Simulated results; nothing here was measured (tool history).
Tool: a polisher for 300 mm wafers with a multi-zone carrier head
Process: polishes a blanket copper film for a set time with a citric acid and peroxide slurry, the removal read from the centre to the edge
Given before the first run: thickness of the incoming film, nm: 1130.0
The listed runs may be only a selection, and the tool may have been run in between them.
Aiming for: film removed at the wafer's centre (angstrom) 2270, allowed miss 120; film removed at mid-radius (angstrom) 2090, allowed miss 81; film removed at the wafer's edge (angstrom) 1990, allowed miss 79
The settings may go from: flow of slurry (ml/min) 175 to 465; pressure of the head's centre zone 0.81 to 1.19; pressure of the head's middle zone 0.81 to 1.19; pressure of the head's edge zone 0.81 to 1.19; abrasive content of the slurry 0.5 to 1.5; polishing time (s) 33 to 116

| run | hour | flow of slurry (ml/min) | pressure of the head's centre zone | pressure of the head's middle zone | pressure of the head's edge zone | abrasive content of the slurry | polishing time (s) | film removed at the wafer's centre (angstrom) | film removed at mid-radius (angstrom) | film removed at the wafer's edge (angstrom) |
|---|---|---|---|---|---|---|---|---|---|---|
| 1 | 0 | 295 | 1 | 1 | 1 | 1 | 74 | 1336.4 | 1330.8 | 1316.2 |
| 2 | 1.6 | 295 | 1 | 1 | 1 | 1 | 64 | 1182 | 1151.4 | 1162.3 |
| 3 | 8.3 | 305 | 1.05 | 1.02 | 1.03 | 1.15 | 74 | 1471.4 | 1402.9 | 1378 |
| 4 | 13.9 | 310 | 1.08 | 1.03 | 1.06 | 1.25 | 81 | 1658.7 | 1593.3 | 1527 |
| 5 | 18.9 | 315 | 1.1 | 1.02 | 1.07 | 1.35 | 87 | 1870.9 | 1691.4 | 1704.3 |
| 6 | 26.7 | 350 | 1.1 | 1.02 | 1.07 | 1.35 | 87 | 1903.5 | 1700.2 | 1685.6 |
| 7 | 29.9 | 350 | 1.11 | 1.04 | 1.08 | 1.4 | 90 | 1962 | 1791.4 | 1760.6 |
| 8 | 38.2 | 350 | 1.12 | 1.05 | 1.08 | 1.45 | 93 | 2057.5 | 1885.3 | 1857.9 |
| 9 | 41.6 | 355 | 1.13 | 1.06 | 1.08 | 1.45 | 95 | 2184.6 | 1941 | 1902.6 |
| 10 | 44.5 | 355 | 1.13 | 1.07 | 1.08 | 1.45 | 96 | 2149.8 | 1989.4 | 1935 |

Which of these 5 next moves meets every target?
| A | 47.4 | 375 | 1.02 | 1.03 | 1.11 | 1.35 | 95 | ? | ? | ? |
| B | 47.4 | 260 | 1.07 | 1.16 | 1.12 | 1.3 | 100 | ? | ? | ? |
| C | 47.4 | 440 | 1.04 | 1.02 | 1.04 | 1.45 | 94 | ? | ? | ? |
| D | 47.4 | 455 | 1.13 | 1.06 | 1.05 | 1.4 | 101 | ? | ? | ? |
| E | 47.4 | 325 | 1.05 | 1.01 | 1.05 | 1.45 | 97 | ? | ? | ? |

| move | film removed at the wafer's centre (angstrom) | film removed at mid-radius (angstrom) | film removed at the wafer's edge (angstrom) |
|---|---|---|---|
| A | 1871.3 | 1883.3 | 1893.8 |
| B | 2005.2 | 2131.2 | 1951.7 |
| C | 1934.2 | 1891.6 | 1853 |
| D | 2248.3 | 2087.7 | 1987.8 |
| E | 1978 | 1903.2 | 1896.7 |
A: misses by more than the last run did
B: corrects the largest miss of the last run, while another result sits out of spec
C: misses by more than the last run did
D: all results in spec
E: misses by more than the last run did
So the answer is move D, the one that meets all the targets.
